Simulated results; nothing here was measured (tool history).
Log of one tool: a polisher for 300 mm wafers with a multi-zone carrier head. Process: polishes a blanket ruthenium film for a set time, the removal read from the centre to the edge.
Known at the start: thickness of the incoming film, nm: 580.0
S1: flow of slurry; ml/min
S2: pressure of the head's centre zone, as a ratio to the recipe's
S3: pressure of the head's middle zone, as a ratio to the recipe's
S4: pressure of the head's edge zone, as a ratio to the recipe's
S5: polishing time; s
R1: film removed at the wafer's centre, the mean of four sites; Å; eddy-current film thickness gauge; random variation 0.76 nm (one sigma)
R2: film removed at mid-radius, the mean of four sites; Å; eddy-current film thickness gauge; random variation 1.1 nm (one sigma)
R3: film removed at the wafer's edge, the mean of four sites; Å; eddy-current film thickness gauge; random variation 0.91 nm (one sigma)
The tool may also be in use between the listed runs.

| run | hour | S1 | S2 | S3 | S4 | S5 | R1 | R2 | R3 |
|---|---|---|---|---|---|---|---|---|---|
| 1 | 0.0 | 180 | 1.00 | 1.00 | 1.00 | 70 | 904.92 | 949.39 | 931.83 |
| 2 | 4.9 | 180 | 0.95 | 1.00 | 1.00 | 70 | 899.45 | 928.87 | 935.52 |
| 3 | 7.8 | 165 | 0.92 | 1.05 | 1.00 | 66 | 795.19 | 895.94 | 863.65 |
| 4 | 9.2 | 120 | 0.92 | 1.05 | 1.00 | 66 | 754.96 | 860.97 | 827.44 |
| 5 | 13.1 | 150 | 0.92 | 1.05 | 1.00 | 66 | 761.43 | 879.57 | 867.00 |
| 6 | 22.0 | 140 | 0.92 | 1.06 | 0.96 | 65 | 765.36 | 880.79 | 801.44 |

The next listed run, before its measurement:
| 7 | 24.1 | 135 | 0.90 | 1.07 | 0.96 | 64 | ? | ? | ? |

R1: 725.16 Å
R2: 868.29 Å
R3: 807.66 Å
